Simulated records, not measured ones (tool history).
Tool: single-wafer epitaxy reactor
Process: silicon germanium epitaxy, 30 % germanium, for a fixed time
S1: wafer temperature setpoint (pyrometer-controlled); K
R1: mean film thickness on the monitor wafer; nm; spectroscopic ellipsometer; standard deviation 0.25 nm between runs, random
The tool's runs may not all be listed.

run 1 day=0 | S1=878.15 chamber_pressure_(Torr)=14.1 | R1=53.916
run 2 day=0.262 | S1=883.15 chamber_pressure_(Torr)=14.1 | R1=58.437
run 3 day=0.317 | S1=887.15 chamber_pressure_(Torr)=14.1 | R1=62.495
run 4 day=0.608 | S1=889.15 chamber_pressure_(Torr)=14.1 | R1=64.478
run 5 day=0.838 | S1=889.15 chamber_pressure_(Torr)=13.3 | R1=62.676
run 6 day=0.917 | S1=889.15 chamber_pressure_(Torr)=15.2 | R1=66.705
run 7 day=1.179 | S1=890.15 chamber_pressure_(Torr)=15.2 | R1=68.406

Estimate the outcome of run 8 from the log above:
run 8 day=1.442 | S1=891.15 chamber_pressure_(Torr)=15.2 | R1=?

Logged for run 8: R1 69.141 nm.
